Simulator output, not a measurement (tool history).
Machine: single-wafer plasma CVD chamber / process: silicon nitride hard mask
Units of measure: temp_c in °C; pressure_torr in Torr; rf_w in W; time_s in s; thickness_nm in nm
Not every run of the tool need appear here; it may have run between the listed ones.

Run 1, hour 0.0: temp_c 395 °C, pressure_torr 1.33 Torr, rf_w 380 W, time_s 43.0 s. Result: thickness_nm 58.473 nm.
Run 2, hour 3.6: temp_c 395 °C, pressure_torr 1.33 Torr, rf_w 420 W, time_s 43.0 s. Result: thickness_nm 61.804 nm.
Run 3, hour 12.6: temp_c 395 °C, pressure_torr 1.33 Torr, rf_w 420 W, time_s 44.4 s. Result: thickness_nm 64.120 nm.
Run 4, hour 14.8: temp_c 395 °C, pressure_torr 1.38 Torr, rf_w 425 W, time_s 44.4 s. Result: thickness_nm 65.628 nm.
Run 5, hour 17.9: temp_c 395 °C, pressure_torr 1.40 Torr, rf_w 425 W, time_s 44.4 s. Result: thickness_nm 65.213 nm.
Run 6, hour 24.2: temp_c 395 °C, pressure_torr 1.40 Torr, rf_w 370 W, time_s 44.4 s. Result: thickness_nm 61.190 nm.

For run 7, what comes out?
Run 7, hour 33.0: temp_c 395 °C, pressure_torr 1.40 Torr, rf_w 370 W, time_s 44.4 s. Result: thickness_nm ?.

thickness_nm: 60.912 nm
